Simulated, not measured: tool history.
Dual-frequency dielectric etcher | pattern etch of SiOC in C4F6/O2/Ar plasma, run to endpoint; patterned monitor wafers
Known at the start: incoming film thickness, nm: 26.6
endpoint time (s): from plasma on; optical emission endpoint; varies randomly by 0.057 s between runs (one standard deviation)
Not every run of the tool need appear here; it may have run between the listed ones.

Run 1, hour 0.0: bias power (W) 413, source power (W) 460. Result: endpoint time (s) 9.1775.
Run 2, hour 8.6: bias power (W) 413, source power (W) 510. Result: endpoint time (s) 8.7655.
Run 3, hour 14.8: bias power (W) 413, source power (W) 560. Result: endpoint time (s) 8.3302.
Run 4, hour 22.5: bias power (W) 392, source power (W) 530. Result: endpoint time (s) 8.6889.
Run 5, hour 31.1: bias power (W) 392, source power (W) 590. Result: endpoint time (s) 8.3060.
Run 6, hour 39.0: bias power (W) 373, source power (W) 550. Result: endpoint time (s) 8.7612.
Run 7, hour 47.2: bias power (W) 357, source power (W) 520. Result: endpoint time (s) 9.2570.

Predict the results of run 8:
Run 8, hour 50.2: bias power (W) 343, source power (W) 500. Result: endpoint time (s) ?.

{"run 8": {"endpoint time (s)": 9.559}}

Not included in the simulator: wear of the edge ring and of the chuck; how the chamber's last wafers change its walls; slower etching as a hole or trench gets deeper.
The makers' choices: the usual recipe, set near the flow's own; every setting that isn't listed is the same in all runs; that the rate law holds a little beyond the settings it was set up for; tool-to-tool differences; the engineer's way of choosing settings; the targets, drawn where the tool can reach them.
